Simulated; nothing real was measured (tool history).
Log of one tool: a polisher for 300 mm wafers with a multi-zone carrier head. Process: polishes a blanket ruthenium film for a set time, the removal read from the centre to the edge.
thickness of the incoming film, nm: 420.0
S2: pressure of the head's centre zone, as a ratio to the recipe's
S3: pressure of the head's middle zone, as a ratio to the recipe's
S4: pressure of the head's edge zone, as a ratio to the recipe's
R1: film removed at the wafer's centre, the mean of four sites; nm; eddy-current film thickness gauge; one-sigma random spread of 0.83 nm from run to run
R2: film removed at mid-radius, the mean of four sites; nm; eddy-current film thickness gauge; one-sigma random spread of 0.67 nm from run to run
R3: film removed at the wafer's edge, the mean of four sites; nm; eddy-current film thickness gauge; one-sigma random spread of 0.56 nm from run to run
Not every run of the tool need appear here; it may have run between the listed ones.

Run 1, hour 0: flow of slurry (ml/min) 170, S2 1, S3 1, S4 1, polishing time (s) 68. Result: R1 115.7 nm, R2 115.86 nm, R3 113 nm.
Run 2, hour 7.6: flow of slurry (ml/min) 170, S2 0.94, S3 1, S4 1, polishing time (s) 68. Result: R1 105.83 nm, R2 116.15 nm, R3 112.72 nm.
Run 3, hour 16.4: flow of slurry (ml/min) 170, S2 0.95, S3 1.01, S4 0.98, polishing time (s) 65. Result: R1 102.21 nm, R2 111.5 nm, R3 106.14 nm.
Run 4, hour 19.9: flow of slurry (ml/min) 170, S2 0.96, S3 1.01, S4 0.96, polishing time (s) 63. Result: R1 101.82 nm, R2 108.03 nm, R3 102.96 nm.
Run 5, hour 21.9: flow of slurry (ml/min) 170, S2 0.96, S3 1.01, S4 0.9, polishing time (s) 63. Result: R1 102.5 nm, R2 108.28 nm, R3 99.497 nm.
Run 6, hour 24.7: flow of slurry (ml/min) 170, S2 0.96, S3 1.01, S4 0.9, polishing time (s) 52. Result: R1 83.505 nm, R2 90.928 nm, R3 82.105 nm.

Predict the results of run 7:
Run 7, hour 28.4: flow of slurry (ml/min) 170, S2 0.96, S3 1.01, S4 0.9, polishing time (s) 52. Result: R1 ?, R2 ?, R3 ?.

R1: 81.534 nm
R2: 89.544 nm
R3: 81.211 nm
